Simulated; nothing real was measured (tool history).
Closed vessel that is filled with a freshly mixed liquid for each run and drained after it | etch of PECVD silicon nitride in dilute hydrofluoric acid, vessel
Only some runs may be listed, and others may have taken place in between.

run	day	temperature setpoint of the liquid (K)	parts of water to one part of 49 % hydrofluoric acid (parts by volume)	time in the liquid (s)	thickness taken off the PECVD silicon nitride on a monitor wafer (angstrom)
1	0.000	299.15	185	1500	400.05
2	0.329	299.15	185	1500	391.82
3	0.692	301.15	185	1500	454.79
4	0.808	298.65	185	1500	384.79
5	0.858	300.65	185	1500	442.49
6	1.075	300.65	185	1620	469.37
7	1.358	301.65	185	1620	506.98

Forecast run 8:
8	1.604	302.15	185	1620	?

thickness taken off the PECVD silicon nitride on a monitor wafer (angstrom): 514.57
